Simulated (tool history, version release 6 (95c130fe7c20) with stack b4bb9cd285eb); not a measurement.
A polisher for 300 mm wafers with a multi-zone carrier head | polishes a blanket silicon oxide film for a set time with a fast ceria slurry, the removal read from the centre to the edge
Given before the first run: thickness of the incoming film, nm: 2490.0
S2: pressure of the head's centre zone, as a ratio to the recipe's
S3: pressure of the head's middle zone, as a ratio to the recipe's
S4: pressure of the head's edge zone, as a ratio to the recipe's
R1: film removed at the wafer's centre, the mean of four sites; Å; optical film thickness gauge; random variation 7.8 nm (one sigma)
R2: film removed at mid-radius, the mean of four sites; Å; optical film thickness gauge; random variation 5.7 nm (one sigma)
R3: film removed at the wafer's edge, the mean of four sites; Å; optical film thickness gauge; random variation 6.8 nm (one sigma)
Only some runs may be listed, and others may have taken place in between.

Run 1, hour 0.0: flow of slurry (ml/min) 175, S2 1.00, S3 1.00, S4 1.00, polishing time (s) 49. Result: R1 7585.1 Å, R2 7704.2 Å, R3 7343.8 Å.
Run 2, hour 4.5: flow of slurry (ml/min) 165, S2 0.97, S3 0.95, S4 0.99, polishing time (s) 47. Result: R1 7022.6 Å, R2 6718.5 Å, R3 6972.3 Å.
Run 3, hour 9.2: flow of slurry (ml/min) 165, S2 0.97, S3 0.95, S4 0.99, polishing time (s) 52. Result: R1 7434.2 Å, R2 7700.5 Å, R3 7764.6 Å.
Run 4, hour 17.5: flow of slurry (ml/min) 165, S2 0.92, S3 0.95, S4 0.99, polishing time (s) 52. Result: R1 7381.7 Å, R2 7714.5 Å, R3 7862.2 Å.
Run 5, hour 22.8: flow of slurry (ml/min) 155, S2 0.90, S3 0.93, S4 0.96, polishing time (s) 49. Result: R1 6558.0 Å, R2 6981.8 Å, R3 7159.0 Å.
Run 6, hour 28.0: flow of slurry (ml/min) 155, S2 0.90, S3 0.93, S4 1.03, polishing time (s) 49. Result: R1 6517.0 Å, R2 6962.8 Å, R3 7240.8 Å.
Run 7, hour 29.5: flow of slurry (ml/min) 150, S2 0.91, S3 0.92, S4 1.02, polishing time (s) 47. Result: R1 6495.7 Å, R2 6654.7 Å, R3 6990.9 Å.
Run 8, hour 37.3: flow of slurry (ml/min) 145, S2 0.90, S3 0.91, S4 1.01, polishing time (s) 45. Result: R1 6102.2 Å, R2 6162.9 Å, R3 6550.0 Å.
Run 9, hour 40.4: flow of slurry (ml/min) 140, S2 0.90, S3 0.90, S4 1.00, polishing time (s) 45. Result: R1 5994.6 Å, R2 5997.7 Å, R3 6548.9 Å.

Predict the results of run 10:
Run 10, hour 45.7: flow of slurry (ml/min) 135, S2 0.90, S3 0.90, S4 0.99, polishing time (s) 44. Result: R1 ?, R2 ?, R3 ?.

R1: 5695.7 Å
R2: 5880.8 Å
R3: 6395.2 Å
